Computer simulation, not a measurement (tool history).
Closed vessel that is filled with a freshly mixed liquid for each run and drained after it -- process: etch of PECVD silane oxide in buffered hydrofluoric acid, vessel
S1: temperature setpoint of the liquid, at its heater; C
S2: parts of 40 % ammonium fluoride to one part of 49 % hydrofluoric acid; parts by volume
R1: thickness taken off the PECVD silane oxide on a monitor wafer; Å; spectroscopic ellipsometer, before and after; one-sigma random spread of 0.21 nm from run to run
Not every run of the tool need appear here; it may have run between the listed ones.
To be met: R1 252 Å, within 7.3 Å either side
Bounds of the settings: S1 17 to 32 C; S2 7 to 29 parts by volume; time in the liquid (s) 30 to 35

Run 1, hour 0: S1 24 C, S2 18 parts by volume, time in the liquid (s) 35. Result: R1 548.73 Å.
Run 2, hour 8: S1 22.5 C, S2 19.5 parts by volume, time in the liquid (s) 35. Result: R1 464.9 Å.
Run 3, hour 10.6: S1 25 C, S2 19.5 parts by volume, time in the liquid (s) 35. Result: R1 542.49 Å.
Run 4, hour 18.5: S1 27 C, S2 19.5 parts by volume, time in the liquid (s) 35. Result: R1 591.27 Å.
Run 5, hour 23.4: S1 24 C, S2 19.5 parts by volume, time in the liquid (s) 35. Result: R1 498.8 Å.
Run 6, hour 27.2: S1 20.5 C, S2 19.5 parts by volume, time in the liquid (s) 35. Result: R1 417.38 Å.
Run 7, hour 29.2: S1 17 C, S2 25 parts by volume, time in the liquid (s) 35. Result: R1 281.19 Å.
Run 8, hour 37.7: S1 17 C, S2 25.5 parts by volume, time in the liquid (s) 35. Result: R1 281.01 Å.
Run 9, hour 40.4: S1 17 C, S2 26 parts by volume, time in the liquid (s) 35. Result: R1 278.5 Å.
Run 10, hour 42.1: S1 17 C, S2 26.5 parts by volume, time in the liquid (s) 35. Result: R1 271.3 Å.
Run 11, hour 48.2: S1 17 C, S2 28 parts by volume, time in the liquid (s) 35. Result: R1 263.13 Å.
Run 12, hour 55: S1 17 C, S2 28.5 parts by volume, time in the liquid (s) 35. Result: R1 261.88 Å.

4 candidate next runs follow, results not yet known. Just one meets every target within its allowed miss. Identify it.
Run A, hour 61.8: S1 17.5 C, S2 29 parts by volume, time in the liquid (s) 30. Result: R1 ?.
Run B, hour 61.8: S1 19 C, S2 28.5 parts by volume, time in the liquid (s) 30. Result: R1 ?.
Run C, hour 61.8: S1 17 C, S2 27.5 parts by volume, time in the liquid (s) 30. Result: R1 ?.
Run D, hour 61.8: S1 17.5 C, S2 28.5 parts by volume, time in the liquid (s) 35. Result: R1 ?.

move      R1
   A  226.84
   B  249.76
   C  228.77
   D  267.85
A: the result that was furthest off in the last run now lies on the other side of its target
B: hits every target within its allowed miss
C: the result that was furthest off in the last run now lies on the other side of its target
D: the biggest miss grows against the last run
Go with B: it meets all targets.
